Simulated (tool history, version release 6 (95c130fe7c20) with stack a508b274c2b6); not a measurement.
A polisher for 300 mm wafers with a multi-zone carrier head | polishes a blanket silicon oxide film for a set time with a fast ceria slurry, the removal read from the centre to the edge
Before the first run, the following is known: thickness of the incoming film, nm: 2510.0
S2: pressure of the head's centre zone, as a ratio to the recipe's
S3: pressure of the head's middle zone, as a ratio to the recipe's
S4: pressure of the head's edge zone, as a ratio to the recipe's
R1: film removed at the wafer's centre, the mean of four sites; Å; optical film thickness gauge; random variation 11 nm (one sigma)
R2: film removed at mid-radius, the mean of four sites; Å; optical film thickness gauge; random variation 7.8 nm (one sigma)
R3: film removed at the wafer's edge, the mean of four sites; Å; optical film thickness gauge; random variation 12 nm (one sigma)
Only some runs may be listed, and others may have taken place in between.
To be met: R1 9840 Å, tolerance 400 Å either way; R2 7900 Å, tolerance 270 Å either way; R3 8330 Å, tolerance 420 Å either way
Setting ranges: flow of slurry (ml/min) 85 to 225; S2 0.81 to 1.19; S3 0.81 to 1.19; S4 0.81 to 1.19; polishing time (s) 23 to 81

Run 1, day 0: flow of slurry (ml/min) 145, S2 1, S3 1, S4 1, polishing time (s) 52. Result: R1 6335.5 Å, R2 6165.5 Å, R3 6267.3 Å.
Run 2, day 0.125: flow of slurry (ml/min) 145, S2 1, S3 1, S4 1, polishing time (s) 59. Result: R1 7056.7 Å, R2 6869.9 Å, R3 7058.3 Å.
Run 3, day 0.262: flow of slurry (ml/min) 160, S2 1.05, S3 1, S4 1.02, polishing time (s) 60. Result: R1 7853.1 Å, R2 7135.9 Å, R3 7511.4 Å.
Run 4, day 0.471: flow of slurry (ml/min) 160, S2 1.05, S3 0.92, S4 1.02, polishing time (s) 60. Result: R1 7744.1 Å, R2 6869.5 Å, R3 7256 Å.
Run 5, day 0.658: flow of slurry (ml/min) 185, S2 1.05, S3 0.92, S4 1.02, polishing time (s) 60. Result: R1 8026.7 Å, R2 7040.9 Å, R3 7614.4 Å.
Run 6, day 0.888: flow of slurry (ml/min) 190, S2 1.08, S3 0.94, S4 1.02, polishing time (s) 61. Result: R1 8438.4 Å, R2 7191.3 Å, R3 7912.4 Å.
Run 7, day 0.975: flow of slurry (ml/min) 190, S2 1.11, S3 0.97, S4 0.99, polishing time (s) 62. Result: R1 8878.1 Å, R2 7494.3 Å, R3 7720.3 Å.
Run 8, day 1.2: flow of slurry (ml/min) 195, S2 1.12, S3 0.98, S4 1, polishing time (s) 62. Result: R1 9210 Å, R2 7780.8 Å, R3 7976.2 Å.
Run 9, day 1.45: flow of slurry (ml/min) 200, S2 1.13, S3 0.97, S4 1.01, polishing time (s) 62. Result: R1 9100.4 Å, R2 7660.8 Å, R3 8110.5 Å.
Run 10, day 1.496: flow of slurry (ml/min) 205, S2 1.15, S3 0.97, S4 1.01, polishing time (s) 62. Result: R1 9160.3 Å, R2 7607.7 Å, R3 7825.8 Å.

Exactly one of the 4 candidate moves below puts every result within its allowed miss. Which one?
Run A, day 1.542: flow of slurry (ml/min) 165, S2 1.19, S3 1.11, S4 0.95, polishing time (s) 61. Result: R1 ?, R2 ?, R3 ?.
Run B, day 1.542: flow of slurry (ml/min) 215, S2 1.16, S3 0.96, S4 1, polishing time (s) 64. Result: R1 ?, R2 ?, R3 ?.
Run C, day 1.542: flow of slurry (ml/min) 200, S2 1.06, S3 0.94, S4 1.08, polishing time (s) 60. Result: R1 ?, R2 ?, R3 ?.
Run D, day 1.542: flow of slurry (ml/min) 175, S2 1.17, S3 1.05, S4 1.02, polishing time (s) 59. Result: R1 ?, R2 ?, R3 ?.

move      R1      R2      R3
   A  8916.6  7873.6  7505.4
   B  9558.5  7782.3  8336.2
   C  8087.2  7117.8  8040.2
   D  8577.7  7396.5    7563
A: lands further from the targets than the last run did
B: in spec on every target
C: lands further from the targets than the last run did
D: lands further from the targets than the last run did
B meets every target.
